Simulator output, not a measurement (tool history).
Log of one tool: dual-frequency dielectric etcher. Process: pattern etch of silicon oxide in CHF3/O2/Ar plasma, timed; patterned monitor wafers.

| run | hour | source power (W) | bias power (W) | etch time (s) | mean etch depth across the wafer (nm) |
|---|---|---|---|---|---|
| 1 | 0 | 900 | 124 | 488 | 918.06 |
| 2 | 2.5 | 810 | 124 | 488 | 878.59 |
| 3 | 5.7 | 810 | 132 | 488 | 889.87 |
| 4 | 11.8 | 810 | 144 | 488 | 916.69 |
| 5 | 18.4 | 770 | 142 | 488 | 891.85 |
| 6 | 19.7 | 740 | 141 | 488 | 871.7 |

The next listed run, before its measurement:
| 7 | 25.9 | 720 | 140 | 488 | ? |

{"run 7": {"mean etch depth across the wafer (nm)": 860.46}}

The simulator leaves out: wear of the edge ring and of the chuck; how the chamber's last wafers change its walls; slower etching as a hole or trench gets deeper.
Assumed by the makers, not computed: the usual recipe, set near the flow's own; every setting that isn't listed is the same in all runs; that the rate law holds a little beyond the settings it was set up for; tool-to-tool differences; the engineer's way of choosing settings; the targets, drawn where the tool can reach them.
